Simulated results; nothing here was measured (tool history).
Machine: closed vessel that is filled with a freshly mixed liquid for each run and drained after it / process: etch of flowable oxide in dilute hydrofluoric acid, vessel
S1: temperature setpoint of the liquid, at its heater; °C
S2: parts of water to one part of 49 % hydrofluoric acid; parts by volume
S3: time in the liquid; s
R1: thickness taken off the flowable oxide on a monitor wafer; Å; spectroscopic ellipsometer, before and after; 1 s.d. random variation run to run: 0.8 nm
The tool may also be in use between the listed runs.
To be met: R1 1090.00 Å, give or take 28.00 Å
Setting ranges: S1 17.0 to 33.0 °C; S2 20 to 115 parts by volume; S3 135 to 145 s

Run 1, hour 0.0: S1 25.0 °C, S2 65 parts by volume, S3 135 s. Result: R1 472.60 Å.
Run 2, hour 6.0: S1 27.5 °C, S2 65 parts by volume, S3 135 s. Result: R1 532.02 Å.
Run 3, hour 9.8: S1 27.5 °C, S2 65 parts by volume, S3 135 s. Result: R1 524.76 Å.
Run 4, hour 17.6: S1 30.0 °C, S2 65 parts by volume, S3 135 s. Result: R1 576.55 Å.
Run 5, hour 23.4: S1 30.0 °C, S2 50 parts by volume, S3 135 s. Result: R1 769.75 Å.
Run 6, hour 30.3: S1 30.0 °C, S2 40 parts by volume, S3 135 s. Result: R1 986.88 Å.
Run 7, hour 31.4: S1 30.0 °C, S2 40 parts by volume, S3 135 s. Result: R1 985.90 Å.
Run 8, hour 34.0: S1 30.5 °C, S2 40 parts by volume, S3 135 s. Result: R1 1002.00 Å.
Run 9, hour 38.1: S1 31.0 °C, S2 40 parts by volume, S3 135 s. Result: R1 1029.90 Å.
Run 10, hour 43.6: S1 31.5 °C, S2 40 parts by volume, S3 135 s. Result: R1 1048.70 Å.

Consider the 4 candidate settings below. Which is the only one whose results all fall within their allowed miss of target?
Run A, hour 49.1: S1 33.0 °C, S2 40 parts by volume, S3 145 s. Result: R1 ?.
Run B, hour 49.1: S1 29.0 °C, S2 35 parts by volume, S3 145 s. Result: R1 ?.
Run C, hour 49.1: S1 32.5 °C, S2 40 parts by volume, S3 145 s. Result: R1 ?.
Run D, hour 49.1: S1 32.5 °C, S2 40 parts by volume, S3 135 s. Result: R1 ?.

move       R1
   A  1186.40
   B  1167.40
   C  1163.60
   D  1083.30
A: takes the result that was furthest off past its target
B: takes the result that was furthest off past its target
C: takes the result that was furthest off past its target
D: all results in spec
The right move is D.

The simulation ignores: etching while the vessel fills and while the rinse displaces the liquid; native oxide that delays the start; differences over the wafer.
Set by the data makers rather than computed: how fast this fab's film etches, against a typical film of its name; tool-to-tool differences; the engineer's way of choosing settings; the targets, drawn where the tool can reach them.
